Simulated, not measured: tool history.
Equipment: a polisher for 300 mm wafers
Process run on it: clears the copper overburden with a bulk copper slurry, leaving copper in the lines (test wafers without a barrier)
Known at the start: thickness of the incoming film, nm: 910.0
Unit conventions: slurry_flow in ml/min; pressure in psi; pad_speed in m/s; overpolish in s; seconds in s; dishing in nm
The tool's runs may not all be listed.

run	day	slurry_flow	pressure	pad_speed	slurry_solids	overpolish	seconds	dishing
1	0	270	2.9	1.18	1	12	64.408	84.226
2	0.229	280	2.6	1.3	1.1	11	64.263	78.741
3	0.321	280	2.6	1.3	1.2	11	64.789	79.58
4	0.538	280	2.6	1.3	1.2	8	64.805	66.38
5	0.904	280	2.5	1.4	1.15	7	63.674	62.008
6	1.242	285	2.5	1.48	1.05	6	61.356	57.169
7	1.525	285	2.5	1.52	1	6	60.074	57.96
8	1.583	290	2.5	1.58	0.95	6	58.313	59.942

Run 9, settings as shown, results not yet in. Your forecast:
9	1.621	265	2.5	1.64	0.95	6	?	?

seconds: 57.235 s
dishing: 57.608 nm

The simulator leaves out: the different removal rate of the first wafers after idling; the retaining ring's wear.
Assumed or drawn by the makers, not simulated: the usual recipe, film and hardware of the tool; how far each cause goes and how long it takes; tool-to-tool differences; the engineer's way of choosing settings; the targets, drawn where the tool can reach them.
